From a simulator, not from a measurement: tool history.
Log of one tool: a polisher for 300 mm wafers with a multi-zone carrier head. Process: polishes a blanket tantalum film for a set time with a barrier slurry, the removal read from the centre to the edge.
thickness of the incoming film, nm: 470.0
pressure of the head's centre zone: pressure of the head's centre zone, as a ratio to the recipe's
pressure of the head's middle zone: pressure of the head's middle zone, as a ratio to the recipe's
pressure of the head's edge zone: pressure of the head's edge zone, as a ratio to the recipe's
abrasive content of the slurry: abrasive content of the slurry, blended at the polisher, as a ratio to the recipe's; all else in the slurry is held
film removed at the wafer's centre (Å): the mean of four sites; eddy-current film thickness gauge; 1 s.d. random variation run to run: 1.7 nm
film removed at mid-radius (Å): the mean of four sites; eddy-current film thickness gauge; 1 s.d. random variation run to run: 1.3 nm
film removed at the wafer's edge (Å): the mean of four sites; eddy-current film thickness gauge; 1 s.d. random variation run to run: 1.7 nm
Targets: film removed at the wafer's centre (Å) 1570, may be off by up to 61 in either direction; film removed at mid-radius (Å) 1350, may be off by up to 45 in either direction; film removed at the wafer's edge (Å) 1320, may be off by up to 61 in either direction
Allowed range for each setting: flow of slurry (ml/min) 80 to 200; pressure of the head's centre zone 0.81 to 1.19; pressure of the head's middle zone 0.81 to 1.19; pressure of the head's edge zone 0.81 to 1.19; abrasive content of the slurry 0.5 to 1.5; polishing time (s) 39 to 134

run	hour	flow of slurry (ml/min)	pressure of the head's centre zone	pressure of the head's middle zone	pressure of the head's edge zone	abrasive content of the slurry	polishing time (s)	film removed at the wafer's centre (Å)	film removed at mid-radius (Å)	film removed at the wafer's edge (Å)
1	0	130	1	1	1	1	86	1587	1555.7	1548.2
2	3.3	125	1.02	0.99	0.97	0.95	86	1553.7	1527.4	1500.4
3	5.8	125	1.02	0.99	0.97	1.15	86	1694.5	1630.7	1610.1
4	12.8	110	1.02	0.99	0.97	1.15	86	1646.2	1569.3	1563.5
5	19.8	110	1.02	0.99	0.97	1.15	69	1308.5	1273.7	1254.9
6	25.9	110	1.02	0.99	0.93	1.15	69	1311.7	1264.2	1213.5
7	29.8	120	1.04	0.98	0.93	1.15	69	1352.5	1280	1222.6
8	35	155	1.14	0.94	0.99	1.25	69	1654.1	1345.4	1338
9	35.8	155	1.13	0.94	0.99	1.25	69	1627.2	1370.6	1376.3
10	41.1	155	1.13	0.94	0.98	1.25	69	1604.9	1370.6	1375.7

Which single option among these 5 for the next run brings every result within its allowed miss of target? Just one does.
A	46.4	160	1.05	0.9	1.06	1.2	72	?	?	?
B	46.4	200	0.98	0.81	0.88	1.15	76	?	?	?
C	46.4	150	1.09	0.93	1.03	1.3	71	?	?	?
D	46.4	145	1.14	1	1.02	1.2	67	?	?	?
E	46.4	160	1.07	0.88	1.07	1.25	72	?	?	?

move	film removed at the wafer's centre (Å)	film removed at mid-radius (Å)	film removed at the wafer's edge (Å)
A	1584.1	1328.4	1471.8
B	1601.6	1333.4	1451.8
C	1639.9	1357.2	1454.5
D	1568.1	1307.7	1325.7
E	1635.3	1324.3	1497.7
A: misses by more than the last run did
B: misses by more than the last run did
C: misses by more than the last run did
D: every result within its allowed miss
E: misses by more than the last run did
The move that meets every target is D.

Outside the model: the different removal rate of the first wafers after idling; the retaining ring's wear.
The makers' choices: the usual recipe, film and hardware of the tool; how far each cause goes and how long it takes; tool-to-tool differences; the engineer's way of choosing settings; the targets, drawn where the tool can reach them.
